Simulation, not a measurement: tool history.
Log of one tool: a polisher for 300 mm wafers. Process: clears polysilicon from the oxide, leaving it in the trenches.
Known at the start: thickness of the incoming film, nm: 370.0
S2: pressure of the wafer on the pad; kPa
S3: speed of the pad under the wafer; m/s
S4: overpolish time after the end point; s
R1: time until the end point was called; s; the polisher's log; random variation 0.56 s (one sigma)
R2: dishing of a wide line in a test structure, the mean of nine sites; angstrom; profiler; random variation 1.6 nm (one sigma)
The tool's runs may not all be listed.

run 1 hour=0.0 | flow_of_slurry_(ml/min)=285 S2=17.9 S3=0.80 S4=22 | R1=29.250 R2=657.39
run 2 hour=4.9 | flow_of_slurry_(ml/min)=285 S2=15.9 S3=0.80 S4=22 | R1=32.486 R2=642.79
run 3 hour=13.5 | flow_of_slurry_(ml/min)=285 S2=15.9 S3=0.80 S4=23 | R1=32.624 R2=646.63
run 4 hour=21.4 | flow_of_slurry_(ml/min)=285 S2=15.9 S3=0.64 S4=23 | R1=40.624 R2=610.87
run 5 hour=29.0 | flow_of_slurry_(ml/min)=285 S2=15.9 S3=0.64 S4=19 | R1=39.261 R2=613.76
run 6 hour=37.5 | flow_of_slurry_(ml/min)=215 S2=15.9 S3=0.64 S4=19 | R1=40.820 R2=609.10
run 7 hour=39.6 | flow_of_slurry_(ml/min)=215 S2=15.9 S3=0.64 S4=20 | R1=40.900 R2=570.08
run 8 hour=40.7 | flow_of_slurry_(ml/min)=230 S2=15.9 S3=0.64 S4=20 | R1=41.389 R2=612.01
run 9 hour=41.9 | flow_of_slurry_(ml/min)=235 S2=15.9 S3=0.64 S4=21 | R1=40.463 R2=607.04

Run 10 comes next. What will it give?
run 10 hour=49.8 | flow_of_slurry_(ml/min)=235 S2=15.9 S3=0.64 S4=21 | R1=? R2=?

{"run 10": {"R1": 41.122, "R2": 613.08}}
